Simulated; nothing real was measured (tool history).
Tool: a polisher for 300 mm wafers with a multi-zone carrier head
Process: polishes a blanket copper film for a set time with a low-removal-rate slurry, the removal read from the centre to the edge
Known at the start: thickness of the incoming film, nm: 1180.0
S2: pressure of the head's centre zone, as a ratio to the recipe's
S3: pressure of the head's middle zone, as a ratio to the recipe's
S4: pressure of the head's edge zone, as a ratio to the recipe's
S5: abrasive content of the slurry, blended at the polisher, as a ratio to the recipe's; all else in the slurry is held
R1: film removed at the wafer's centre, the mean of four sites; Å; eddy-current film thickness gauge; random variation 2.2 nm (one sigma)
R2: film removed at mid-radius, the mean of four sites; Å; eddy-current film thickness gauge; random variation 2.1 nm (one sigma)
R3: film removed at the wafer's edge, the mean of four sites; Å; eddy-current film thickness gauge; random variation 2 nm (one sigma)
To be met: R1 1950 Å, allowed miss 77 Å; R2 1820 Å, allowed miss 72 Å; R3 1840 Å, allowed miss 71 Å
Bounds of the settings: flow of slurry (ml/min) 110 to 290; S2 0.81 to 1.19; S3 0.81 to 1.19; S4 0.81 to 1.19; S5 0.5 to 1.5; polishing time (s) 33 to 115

run 1 hour=0 | flow_of_slurry_(ml/min)=185 S2=1 S3=1 S4=1 S5=1 polishing_time_(s)=73 | R1=2821.4 R2=2789.1 R3=2702.3
run 2 hour=8.5 | flow_of_slurry_(ml/min)=185 S2=1 S3=1 S4=0.95 S5=1 polishing_time_(s)=73 | R1=2842.9 R2=2784.5 R3=2650.7
run 3 hour=16.1 | flow_of_slurry_(ml/min)=180 S2=0.99 S3=0.98 S4=0.94 S5=0.9 polishing_time_(s)=70 | R1=2656.1 R2=2573.5 R3=2447.7
run 4 hour=24.1 | flow_of_slurry_(ml/min)=180 S2=0.99 S3=0.92 S4=0.94 S5=0.9 polishing_time_(s)=70 | R1=2648.3 R2=2476.5 R3=2423.4
run 5 hour=31.6 | flow_of_slurry_(ml/min)=215 S2=0.99 S3=0.92 S4=0.94 S5=0.9 polishing_time_(s)=70 | R1=2692.3 R2=2503.9 R3=2514.4
run 6 hour=34.7 | flow_of_slurry_(ml/min)=210 S2=0.98 S3=0.91 S4=0.93 S5=0.85 polishing_time_(s)=68 | R1=2573.1 R2=2412.9 R3=2396.4
run 7 hour=38.2 | flow_of_slurry_(ml/min)=205 S2=0.97 S3=0.89 S4=0.93 S5=0.8 polishing_time_(s)=66 | R1=2394.3 R2=2246.9 R3=2285.3
run 8 hour=40.9 | flow_of_slurry_(ml/min)=205 S2=0.97 S3=0.89 S4=0.93 S5=0.8 polishing_time_(s)=66 | R1=2378.9 R2=2227 R3=2263.1
run 9 hour=45 | flow_of_slurry_(ml/min)=195 S2=0.96 S3=0.88 S4=0.92 S5=0.75 polishing_time_(s)=66 | R1=2355.3 R2=2163.3 R3=2234.4
run 10 hour=52 | flow_of_slurry_(ml/min)=190 S2=0.95 S3=0.88 S4=0.9 S5=0.7 polishing_time_(s)=65 | R1=2242.9 R2=2080.4 R3=2123.2
run 11 hour=54.5 | flow_of_slurry_(ml/min)=145 S2=0.91 S3=0.84 S4=0.81 S5=0.5 polishing_time_(s)=64 | R1=1791.8 R2=1700.1 R3=1737.1
run 12 hour=56 | flow_of_slurry_(ml/min)=150 S2=0.91 S3=0.84 S4=0.81 S5=0.5 polishing_time_(s)=64 | R1=1765.2 R2=1716.7 R3=1798.1
run 13 hour=62.7 | flow_of_slurry_(ml/min)=155 S2=0.92 S3=0.85 S4=0.81 S5=0.5 polishing_time_(s)=64 | R1=1789.1 R2=1743.6 R3=1741.3
run 14 hour=65.9 | flow_of_slurry_(ml/min)=160 S2=0.93 S3=0.85 S4=0.82 S5=0.5 polishing_time_(s)=64 | R1=1841.1 R2=1780.4 R3=1760.1

5 next moves are on the table. One of them brings every result within its allowed miss. Which?
run A hour=69.1 | flow_of_slurry_(ml/min)=140 S2=1.04 S3=0.88 S4=0.81 S5=0.5 polishing_time_(s)=63 | R1=? R2=? R3=?
run B hour=69.1 | flow_of_slurry_(ml/min)=220 S2=1 S3=0.85 S4=0.81 S5=0.5 polishing_time_(s)=59 | R1=? R2=? R3=?
run C hour=69.1 | flow_of_slurry_(ml/min)=190 S2=0.9 S3=0.81 S4=0.9 S5=0.7 polishing_time_(s)=60 | R1=? R2=? R3=?
run D hour=69.1 | flow_of_slurry_(ml/min)=115 S2=0.98 S3=0.89 S4=0.83 S5=0.8 polishing_time_(s)=60 | R1=? R2=? R3=?
run E hour=69.1 | flow_of_slurry_(ml/min)=150 S2=0.82 S3=0.81 S4=0.92 S5=1 polishing_time_(s)=57 | R1=? R2=? R3=?

move=A R1=1962.5 R2=1709.2 R3=1704.9
move=B R1=1922.5 R2=1690.6 R3=1687.3
move=C R1=1904.3 R2=1815.7 R3=1946.4
move=D R1=1927.6 R2=1806.4 R3=1828.4
move=E R1=1738.9 R2=1831.4 R3=2000.5
A: brings the result that was furthest off to its target, and leaves another outside
B: brings the result that was furthest off to its target, and leaves another outside
C: brings the result that was furthest off to its target, and leaves another outside
D: meets every target
E: further off than the last run
Answer: D

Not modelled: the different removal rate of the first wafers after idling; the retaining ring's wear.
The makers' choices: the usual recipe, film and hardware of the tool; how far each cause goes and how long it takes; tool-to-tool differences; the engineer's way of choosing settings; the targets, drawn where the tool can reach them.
